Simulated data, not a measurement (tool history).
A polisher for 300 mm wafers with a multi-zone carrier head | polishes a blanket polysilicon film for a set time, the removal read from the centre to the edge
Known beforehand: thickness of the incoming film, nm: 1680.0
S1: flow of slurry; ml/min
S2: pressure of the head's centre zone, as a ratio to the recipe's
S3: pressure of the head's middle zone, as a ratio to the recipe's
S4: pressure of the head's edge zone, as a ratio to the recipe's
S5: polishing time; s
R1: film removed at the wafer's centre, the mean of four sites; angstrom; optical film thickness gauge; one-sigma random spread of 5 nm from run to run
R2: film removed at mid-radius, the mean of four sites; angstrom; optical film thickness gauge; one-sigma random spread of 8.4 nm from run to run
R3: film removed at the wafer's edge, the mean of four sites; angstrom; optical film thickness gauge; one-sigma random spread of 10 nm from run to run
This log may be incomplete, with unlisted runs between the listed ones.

run  hour   S1    S2    S3    S4  S5      R1      R2      R3
  1     0  250     1     1     1  64  6914.1  6918.2  6928.5
  2   6.5  250     1  0.92     1  64  6938.4  6649.7  6909.2
  3  12.4  265  1.01  0.93  1.03  65  7128.2  6847.1  7116.3
  4  18.9  265  1.01  0.93  1.03  56  6209.4  5809.5  6289.3
  5  24.3  275  1.03  0.95  1.06  58    6502  6094.4  6491.4
  6  27.5  275  1.03  0.95   1.1  58    6453  6121.7  6692.2
  7  28.7  280  1.05  0.96  1.12  60  6882.9  6375.8  7113.7

What does the tool deliver on the next run?
  8  35.1  290  1.06  0.99  1.13  61   ?   ?   ?

{"run 8": {"R1": 7040.7, "R2": 6685.2, "R3": 7133}}
